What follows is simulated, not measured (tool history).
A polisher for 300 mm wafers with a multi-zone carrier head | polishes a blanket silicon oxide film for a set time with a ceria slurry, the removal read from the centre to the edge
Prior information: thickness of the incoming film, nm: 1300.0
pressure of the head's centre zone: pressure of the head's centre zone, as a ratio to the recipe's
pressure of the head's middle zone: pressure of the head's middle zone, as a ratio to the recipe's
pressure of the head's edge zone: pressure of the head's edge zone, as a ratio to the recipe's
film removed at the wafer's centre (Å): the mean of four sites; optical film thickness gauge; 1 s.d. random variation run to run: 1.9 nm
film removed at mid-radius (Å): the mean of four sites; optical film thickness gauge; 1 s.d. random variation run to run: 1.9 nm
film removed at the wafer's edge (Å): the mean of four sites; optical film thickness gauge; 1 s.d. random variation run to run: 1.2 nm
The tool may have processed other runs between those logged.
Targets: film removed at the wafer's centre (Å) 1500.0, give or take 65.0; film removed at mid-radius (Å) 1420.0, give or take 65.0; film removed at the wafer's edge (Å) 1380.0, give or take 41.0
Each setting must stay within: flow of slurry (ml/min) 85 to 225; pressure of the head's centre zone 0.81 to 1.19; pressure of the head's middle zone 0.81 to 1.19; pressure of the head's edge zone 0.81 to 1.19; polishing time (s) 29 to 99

run,hour,flow of slurry (ml/min),pressure of the head's centre zone,pressure of the head's middle zone,pressure of the head's edge zone,polishing time (s),film removed at the wafer's centre (Å),film removed at mid-radius (Å),film removed at the wafer's edge (Å)
1,0.0,145,1.00,1.00,1.00,64,1801.7,1873.5,1846.8
2,7.3,145,1.00,1.00,1.04,64,1794.2,1830.8,1884.7
3,10.4,145,1.00,1.00,1.04,73,2105.4,2082.9,2163.2
4,17.9,145,1.00,1.00,1.04,80,2276.7,2291.1,2357.8
5,22.8,140,1.01,0.99,1.01,75,2184.9,2084.6,2163.0
6,25.7,135,1.01,0.99,0.98,71,1975.8,2004.8,1991.9
7,31.0,130,1.02,0.97,0.96,68,1948.2,1863.6,1908.8
8,37.5,130,1.02,0.97,0.94,65,1837.5,1778.3,1806.2
9,41.4,130,1.03,0.97,0.92,62,1777.4,1730.5,1663.7
10,45.0,130,1.03,0.97,0.92,62,1802.7,1723.5,1684.1
11,51.7,125,1.03,0.96,0.91,60,1719.9,1624.5,1633.1
12,56.7,120,1.03,0.96,0.90,59,1649.4,1573.9,1600.6
13,64.8,120,1.03,0.96,0.89,58,1617.6,1567.0,1536.1
14,70.9,115,1.03,0.96,0.88,58,1603.2,1548.0,1526.0
15,76.1,110,1.03,0.96,0.87,58,1583.7,1517.7,1506.7
16,82.9,110,1.03,0.96,0.87,58,1592.8,1506.4,1511.7
17,89.3,105,1.03,0.96,0.86,58,1586.3,1535.9,1505.0
18,91.0,105,1.03,0.96,0.85,57,1575.6,1491.6,1443.2
19,92.5,100,1.03,0.96,0.85,57,1548.9,1424.8,1434.1

Exactly one of the 5 candidate moves below puts every result within its allowed miss. Which one?
A,94.0,85,1.06,0.99,0.82,57,?,?,?
B,94.0,85,0.95,0.86,0.96,56,?,?,?
C,94.0,105,0.93,0.96,0.92,55,?,?,?
D,94.0,85,0.90,0.84,0.91,58,?,?,?
E,94.0,85,1.06,0.91,0.92,60,?,?,?

move,film removed at the wafer's centre (Å),film removed at mid-radius (Å),film removed at the wafer's edge (Å)
A,1527.8,1439.9,1373.7
B,1343.8,1258.5,1452.6
C,1367.3,1421.7,1443.3
D,1318.3,1279.0,1467.8
E,1607.3,1412.2,1524.6
A: every result within its allowed miss
B: its largest miss is bigger than the last run's
C: its largest miss is bigger than the last run's
D: its largest miss is bigger than the last run's
E: its largest miss is bigger than the last run's
The move that meets every target is A.

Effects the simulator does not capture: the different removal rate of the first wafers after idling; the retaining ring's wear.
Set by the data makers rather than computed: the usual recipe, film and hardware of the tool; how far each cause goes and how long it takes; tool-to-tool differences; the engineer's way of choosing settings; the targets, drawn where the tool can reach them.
